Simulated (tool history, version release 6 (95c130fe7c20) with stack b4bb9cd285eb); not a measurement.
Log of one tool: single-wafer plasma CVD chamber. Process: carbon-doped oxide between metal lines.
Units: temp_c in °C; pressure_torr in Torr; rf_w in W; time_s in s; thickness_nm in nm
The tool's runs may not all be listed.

{"run": 1, "hour": 0.0, "temp_c": 330, "pressure_torr": 6.81, "rf_w": 560, "time_s": 11.4, "thickness_nm": 67.587}
{"run": 2, "hour": 4.5, "temp_c": 336, "pressure_torr": 6.81, "rf_w": 560, "time_s": 11.4, "thickness_nm": 66.463}
{"run": 3, "hour": 9.6, "temp_c": 329, "pressure_torr": 6.81, "rf_w": 560, "time_s": 11.4, "thickness_nm": 68.121}
{"run": 4, "hour": 17.7, "temp_c": 331, "pressure_torr": 6.73, "rf_w": 555, "time_s": 11.4, "thickness_nm": 67.278}
{"run": 5, "hour": 21.4, "temp_c": 341, "pressure_torr": 6.73, "rf_w": 555, "time_s": 11.4, "thickness_nm": 65.155}
{"run": 6, "hour": 25.0, "temp_c": 341, "pressure_torr": 6.11, "rf_w": 555, "time_s": 11.4, "thickness_nm": 64.695}

Forecast run 7:
{"run": 7, "hour": 29.6, "temp_c": 341, "pressure_torr": 6.11, "rf_w": 555, "time_s": 11.4, "thickness_nm": "?"}

{"run 7": {"thickness_nm": 64.679}}
